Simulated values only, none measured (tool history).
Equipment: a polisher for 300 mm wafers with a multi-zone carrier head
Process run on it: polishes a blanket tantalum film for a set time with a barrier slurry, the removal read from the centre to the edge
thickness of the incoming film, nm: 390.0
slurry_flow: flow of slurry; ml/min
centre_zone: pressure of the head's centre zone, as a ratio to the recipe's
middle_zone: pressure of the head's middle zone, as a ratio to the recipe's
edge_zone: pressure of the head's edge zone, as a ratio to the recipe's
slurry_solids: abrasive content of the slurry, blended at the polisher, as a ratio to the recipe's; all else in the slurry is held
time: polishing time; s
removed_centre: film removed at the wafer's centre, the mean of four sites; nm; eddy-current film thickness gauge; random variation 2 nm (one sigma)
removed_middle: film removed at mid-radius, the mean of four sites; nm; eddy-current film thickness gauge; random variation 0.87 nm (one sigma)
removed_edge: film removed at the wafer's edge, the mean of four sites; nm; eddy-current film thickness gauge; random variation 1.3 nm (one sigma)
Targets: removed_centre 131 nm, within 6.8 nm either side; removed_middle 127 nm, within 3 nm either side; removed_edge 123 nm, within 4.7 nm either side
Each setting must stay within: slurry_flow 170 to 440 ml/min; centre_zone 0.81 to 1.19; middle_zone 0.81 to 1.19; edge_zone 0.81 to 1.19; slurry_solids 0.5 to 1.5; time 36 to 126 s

run	hour	slurry_flow	centre_zone	middle_zone	edge_zone	slurry_solids	time	removed_centre	removed_middle	removed_edge
1	0	280	1	1	1	1	81	140.53	140.79	135.74
2	5.8	280	1	1	1.04	1	81	137.3	141.29	137.38
3	14	275	1	0.99	1.01	0.95	81	139.13	137.2	136.04
4	21.1	275	1.05	0.99	1.01	0.95	81	145.28	136.72	135.34
5	29.7	275	1.05	0.99	1.01	0.95	64	113.35	106.62	107.65
6	34.7	280	1.07	1.01	1.04	1	64	117.04	111.29	111.55
7	38.4	290	1.09	1.03	1.06	1.05	64	118.99	116.1	113.47
8	44	320	1.17	1.05	1.15	1.2	65	139.26	124.93	125.77

Next run, 4 choices. One meets every target within its allowed miss, the rest don't. Which?
A	49.6	255	0.96	1.02	1.16	1.1	71	?	?	?
B	49.6	310	1.07	1.02	1.19	1.4	66	?	?	?
C	49.6	355	0.93	0.95	1.19	1.45	65	?	?	?
D	49.6	320	1.13	1.1	1.15	1.2	63	?	?	?

move	removed_centre	removed_middle	removed_edge
A	117.45	126.5	132.29
B	131.43	126.97	134.05
C	115.11	120.15	134.32
D	128.03	124.9	121.28
A: takes the biggest miss from the last run beyond its target
B: corrects the largest miss of the last run, while another result sits out of spec
C: takes the biggest miss from the last run beyond its target
D: all results in spec
Answer: D
